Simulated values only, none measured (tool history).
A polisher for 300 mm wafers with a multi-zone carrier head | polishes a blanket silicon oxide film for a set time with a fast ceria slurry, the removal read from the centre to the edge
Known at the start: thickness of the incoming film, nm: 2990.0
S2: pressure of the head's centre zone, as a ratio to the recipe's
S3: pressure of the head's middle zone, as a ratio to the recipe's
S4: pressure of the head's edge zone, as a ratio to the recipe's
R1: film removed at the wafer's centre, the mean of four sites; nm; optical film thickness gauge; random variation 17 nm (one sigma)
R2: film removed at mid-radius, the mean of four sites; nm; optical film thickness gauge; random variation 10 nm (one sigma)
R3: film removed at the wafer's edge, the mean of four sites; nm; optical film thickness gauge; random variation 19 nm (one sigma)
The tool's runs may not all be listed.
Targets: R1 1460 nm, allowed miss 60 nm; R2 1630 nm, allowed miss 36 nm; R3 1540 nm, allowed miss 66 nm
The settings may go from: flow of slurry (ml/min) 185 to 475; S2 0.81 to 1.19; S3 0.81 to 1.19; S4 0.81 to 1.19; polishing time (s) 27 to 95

{"run": 1, "hour": 0.0, "flow of slurry (ml/min)": 305, "S2": 1, "S3": 1, "S4": 1, "polishing time (s)": 61, "R1": 1207.2, "R2": 1207.7, "R3": 1220.8}
{"run": 2, "hour": 4.8, "flow of slurry (ml/min)": 310, "S2": 1.01, "S3": 1.03, "S4": 1.03, "polishing time (s)": 63, "R1": 1258.5, "R2": 1285, "R3": 1313.3}
{"run": 3, "hour": 11.3, "flow of slurry (ml/min)": 310, "S2": 1.06, "S3": 1.03, "S4": 1.03, "polishing time (s)": 63, "R1": 1297.4, "R2": 1287.8, "R3": 1259.3}
{"run": 4, "hour": 17.3, "flow of slurry (ml/min)": 320, "S2": 1.06, "S3": 1.05, "S4": 1.05, "polishing time (s)": 64, "R1": 1307.3, "R2": 1331.4, "R3": 1314.1}
{"run": 5, "hour": 22.6, "flow of slurry (ml/min)": 290, "S2": 1.06, "S3": 1.05, "S4": 1.05, "polishing time (s)": 64, "R1": 1324, "R2": 1316, "R3": 1264.2}
{"run": 6, "hour": 24.6, "flow of slurry (ml/min)": 310, "S2": 1.07, "S3": 1.07, "S4": 1.06, "polishing time (s)": 65, "R1": 1355.1, "R2": 1374.6, "R3": 1330.2}
{"run": 7, "hour": 32.6, "flow of slurry (ml/min)": 325, "S2": 1.08, "S3": 1.09, "S4": 1.07, "polishing time (s)": 65, "R1": 1375.4, "R2": 1387.7, "R3": 1345.1}
{"run": 8, "hour": 38.6, "flow of slurry (ml/min)": 340, "S2": 1.04, "S3": 1.19, "S4": 1.15, "polishing time (s)": 72, "R1": 1482.2, "R2": 1674.1, "R3": 1510.6}

Which of these 5 next moves meets every target?
{"run": "A", "hour": 44.6, "flow of slurry (ml/min)": 445, "S2": 1, "S3": 1.14, "S4": 1.17, "polishing time (s)": 71, "R1": "?", "R2": "?", "R3": "?"}
{"run": "B", "hour": 44.6, "flow of slurry (ml/min)": 355, "S2": 1.01, "S3": 1.18, "S4": 1.11, "polishing time (s)": 73, "R1": "?", "R2": "?", "R3": "?"}
{"run": "C", "hour": 44.6, "flow of slurry (ml/min)": 320, "S2": 1.15, "S3": 1.14, "S4": 1.12, "polishing time (s)": 71, "R1": "?", "R2": "?", "R3": "?"}
{"run": "D", "hour": 44.6, "flow of slurry (ml/min)": 330, "S2": 1.1, "S3": 1.14, "S4": 1.19, "polishing time (s)": 69, "R1": "?", "R2": "?", "R3": "?"}
{"run": "E", "hour": 44.6, "flow of slurry (ml/min)": 325, "S2": 1.02, "S3": 1.17, "S4": 1.18, "polishing time (s)": 75, "R1": "?", "R2": "?", "R3": "?"}

move=A R1=1465.9 R2=1638.2 R3=1558.2
move=B R1=1489.8 R2=1705 R3=1546
move=C R1=1581.3 R2=1593.1 R3=1498.6
move=D R1=1490.3 R2=1553.1 R3=1496.6
move=E R1=1528 R2=1724.4 R3=1618.6
A: meets every target
B: further off than the last run
C: takes the result that was furthest off past its target
D: takes the result that was furthest off past its target
E: further off than the last run
The right move is A.

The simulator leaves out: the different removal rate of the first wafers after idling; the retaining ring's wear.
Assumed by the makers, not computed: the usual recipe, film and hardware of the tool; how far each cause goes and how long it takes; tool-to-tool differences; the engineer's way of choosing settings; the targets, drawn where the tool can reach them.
